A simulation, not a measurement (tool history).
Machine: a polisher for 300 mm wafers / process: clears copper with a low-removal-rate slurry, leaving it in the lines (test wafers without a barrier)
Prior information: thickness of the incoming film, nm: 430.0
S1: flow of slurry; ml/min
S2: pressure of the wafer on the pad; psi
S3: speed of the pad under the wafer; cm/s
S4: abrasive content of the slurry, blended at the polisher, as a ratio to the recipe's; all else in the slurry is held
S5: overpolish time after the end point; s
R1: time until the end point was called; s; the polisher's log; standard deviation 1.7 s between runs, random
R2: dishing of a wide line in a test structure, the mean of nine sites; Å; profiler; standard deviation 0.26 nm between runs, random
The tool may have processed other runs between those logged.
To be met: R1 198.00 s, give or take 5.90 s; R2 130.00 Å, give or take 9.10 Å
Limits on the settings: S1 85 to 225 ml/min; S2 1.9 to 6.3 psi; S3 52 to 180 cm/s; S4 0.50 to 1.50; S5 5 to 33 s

| run | hour | S1 | S2 | S3 | S4 | S5 | R1 | R2 |
|---|---|---|---|---|---|---|---|---|
| 1 | 0.0 | 145 | 4.1 | 116 | 1.00 | 17 | 101.23 | 134.43 |
| 2 | 5.8 | 145 | 4.1 | 116 | 0.80 | 17 | 104.21 | 130.95 |
| 3 | 7.5 | 145 | 4.1 | 96 | 0.80 | 17 | 125.74 | 126.45 |
| 4 | 13.3 | 145 | 3.1 | 96 | 0.80 | 17 | 152.88 | 125.60 |
| 5 | 16.7 | 165 | 3.1 | 96 | 0.80 | 17 | 149.25 | 126.33 |
| 6 | 20.2 | 165 | 3.1 | 96 | 0.80 | 14 | 151.84 | 118.96 |
| 7 | 27.0 | 160 | 2.9 | 96 | 0.80 | 15 | 153.56 | 118.66 |
| 8 | 28.2 | 160 | 2.7 | 94 | 0.80 | 17 | 166.79 | 123.02 |
| 9 | 36.1 | 155 | 2.6 | 94 | 0.80 | 18 | 171.82 | 125.71 |
| 10 | 42.4 | 150 | 2.5 | 94 | 0.80 | 18 | 178.06 | 120.52 |
| 11 | 48.7 | 145 | 2.5 | 94 | 0.80 | 20 | 180.13 | 124.90 |

Exactly one of the 4 candidate moves below puts every result within its allowed miss. Which one?
| A | 55.0 | 160 | 2.0 | 84 | 0.90 | 26 | ? | ? |
| B | 55.0 | 145 | 3.0 | 74 | 0.80 | 31 | ? | ? |
| C | 55.0 | 125 | 1.9 | 94 | 0.85 | 28 | ? | ? |
| D | 55.0 | 175 | 3.0 | 80 | 0.65 | 24 | ? | ? |

| move | R1 | R2 |
|---|---|---|
| A | 213.77 | 125.62 |
| B | 196.34 | 131.02 |
| C | 211.44 | 127.15 |
| D | 185.56 | 127.90 |
A: pushes the last run's worst result past its target
B: in spec on every target
C: pushes the last run's worst result past its target
D: gains on the last run, yet a result remains outside its allowed miss
B is the move that brings every result within its allowed miss.

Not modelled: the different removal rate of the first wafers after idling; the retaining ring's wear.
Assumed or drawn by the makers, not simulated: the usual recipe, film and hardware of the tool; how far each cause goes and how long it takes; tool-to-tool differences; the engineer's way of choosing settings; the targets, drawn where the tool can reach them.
